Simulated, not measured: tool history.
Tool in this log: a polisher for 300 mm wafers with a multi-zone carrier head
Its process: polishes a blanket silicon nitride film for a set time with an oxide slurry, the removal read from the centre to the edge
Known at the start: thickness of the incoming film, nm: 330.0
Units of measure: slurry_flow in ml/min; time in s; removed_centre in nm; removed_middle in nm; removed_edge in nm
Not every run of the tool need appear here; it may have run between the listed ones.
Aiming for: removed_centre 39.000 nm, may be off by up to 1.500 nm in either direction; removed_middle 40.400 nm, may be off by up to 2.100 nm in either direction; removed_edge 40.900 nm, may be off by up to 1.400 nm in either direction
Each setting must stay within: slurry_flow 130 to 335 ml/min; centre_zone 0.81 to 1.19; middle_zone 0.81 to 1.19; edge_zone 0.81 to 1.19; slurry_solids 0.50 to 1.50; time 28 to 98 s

run 1 hour=0.0 | slurry_flow=215 centre_zone=1.00 middle_zone=1.00 edge_zone=1.00 slurry_solids=1.00 time=63 | removed_centre=34.244 removed_middle=34.478 removed_edge=34.698
run 2 hour=6.7 | slurry_flow=220 centre_zone=1.00 middle_zone=1.01 edge_zone=1.02 slurry_solids=1.05 time=63 | removed_centre=35.689 removed_middle=35.232 removed_edge=35.755
run 3 hour=14.6 | slurry_flow=225 centre_zone=0.99 middle_zone=1.02 edge_zone=1.04 slurry_solids=1.10 time=63 | removed_centre=35.561 removed_middle=35.741 removed_edge=36.921
run 4 hour=22.3 | slurry_flow=270 centre_zone=0.99 middle_zone=1.02 edge_zone=1.04 slurry_solids=1.10 time=63 | removed_centre=37.125 removed_middle=37.547 removed_edge=37.486
run 5 hour=24.5 | slurry_flow=270 centre_zone=0.99 middle_zone=1.03 edge_zone=1.05 slurry_solids=1.10 time=63 | removed_centre=37.355 removed_middle=37.456 removed_edge=37.653
run 6 hour=25.4 | slurry_flow=270 centre_zone=0.99 middle_zone=1.04 edge_zone=1.06 slurry_solids=1.10 time=63 | removed_centre=37.245 removed_middle=37.301 removed_edge=37.716
run 7 hour=32.4 | slurry_flow=275 centre_zone=0.97 middle_zone=1.06 edge_zone=1.08 slurry_solids=1.20 time=63 | removed_centre=37.165 removed_middle=40.758 removed_edge=38.959
run 8 hour=35.1 | slurry_flow=275 centre_zone=0.97 middle_zone=1.05 edge_zone=1.09 slurry_solids=1.20 time=63 | removed_centre=37.353 removed_middle=39.179 removed_edge=39.377
run 9 hour=39.4 | slurry_flow=280 centre_zone=0.97 middle_zone=1.05 edge_zone=1.09 slurry_solids=1.20 time=63 | removed_centre=37.331 removed_middle=39.280 removed_edge=40.696

Consider the 4 candidate settings below. Which is the only one whose results all fall within their allowed miss of target?
run A hour=43.7 | slurry_flow=330 centre_zone=0.93 middle_zone=1.09 edge_zone=1.19 slurry_solids=1.15 time=63 | removed_centre=? removed_middle=? removed_edge=?
run B hour=43.7 | slurry_flow=280 centre_zone=0.88 middle_zone=1.08 edge_zone=1.09 slurry_solids=1.30 time=62 | removed_centre=? removed_middle=? removed_edge=?
run C hour=43.7 | slurry_flow=295 centre_zone=1.06 middle_zone=1.02 edge_zone=1.13 slurry_solids=1.25 time=59 | removed_centre=? removed_middle=? removed_edge=?
run D hour=43.7 | slurry_flow=255 centre_zone=0.99 middle_zone=1.04 edge_zone=1.12 slurry_solids=1.35 time=62 | removed_centre=? removed_middle=? removed_edge=?

move=A removed_centre=36.656 removed_middle=41.428 removed_edge=41.976
move=B removed_centre=35.152 removed_middle=41.787 removed_edge=40.918
move=C removed_centre=39.979 removed_middle=37.603 removed_edge=39.260
move=D removed_centre=39.662 removed_middle=40.662 removed_edge=41.756
A: its largest miss is bigger than the last run's
B: its largest miss is bigger than the last run's
C: corrects the largest miss of the last run, while another result sits out of spec
D: all results in spec
Correct choice: D, which meets every target
